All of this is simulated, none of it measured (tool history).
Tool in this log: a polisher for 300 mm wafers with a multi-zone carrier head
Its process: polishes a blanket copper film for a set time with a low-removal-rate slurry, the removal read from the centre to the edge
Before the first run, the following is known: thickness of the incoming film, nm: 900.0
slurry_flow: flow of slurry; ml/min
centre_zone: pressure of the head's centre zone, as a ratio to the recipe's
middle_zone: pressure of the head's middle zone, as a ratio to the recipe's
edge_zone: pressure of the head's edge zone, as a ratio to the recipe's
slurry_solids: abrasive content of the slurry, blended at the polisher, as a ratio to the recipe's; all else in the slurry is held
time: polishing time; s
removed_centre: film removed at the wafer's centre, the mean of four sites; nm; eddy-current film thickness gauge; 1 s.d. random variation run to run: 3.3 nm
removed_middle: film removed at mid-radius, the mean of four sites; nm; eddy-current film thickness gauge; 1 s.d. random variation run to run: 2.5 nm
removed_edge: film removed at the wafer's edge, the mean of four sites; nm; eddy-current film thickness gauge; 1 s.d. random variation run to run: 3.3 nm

run 1 hour=0 | slurry_flow=225 centre_zone=1 middle_zone=1 edge_zone=1 slurry_solids=1 time=59 | removed_centre=233.76 removed_middle=224.45 removed_edge=234.28
run 2 hour=1 | slurry_flow=225 centre_zone=1 middle_zone=0.96 edge_zone=1 slurry_solids=1 time=59 | removed_centre=229.77 removed_middle=215.98 removed_edge=231.05
run 3 hour=8.7 | slurry_flow=235 centre_zone=1.03 middle_zone=1 edge_zone=1.05 slurry_solids=1.15 time=60 | removed_centre=246.8 removed_middle=236.71 removed_edge=243.38
run 4 hour=10.4 | slurry_flow=235 centre_zone=1.03 middle_zone=0.93 edge_zone=1.05 slurry_solids=1.15 time=60 | removed_centre=253.72 removed_middle=219.1 removed_edge=248.01
run 5 hour=11.2 | slurry_flow=235 centre_zone=1.03 middle_zone=0.93 edge_zone=1.05 slurry_solids=1.15 time=71 | removed_centre=293.8 removed_middle=260.4 removed_edge=292
run 6 hour=15.4 | slurry_flow=235 centre_zone=1 middle_zone=0.93 edge_zone=1.05 slurry_solids=1.15 time=71 | removed_centre=286.55 removed_middle=260.63 removed_edge=293.33

Run 7 comes next. What will it give?
run 7 hour=24 | slurry_flow=250 centre_zone=1.01 middle_zone=0.95 edge_zone=1.06 slurry_solids=1.2 time=71 | removed_centre=? removed_middle=? removed_edge=?

Logged for run 7: removed_centre 293.03 nm, removed_middle 270.16 nm, removed_edge 297.46 nm.
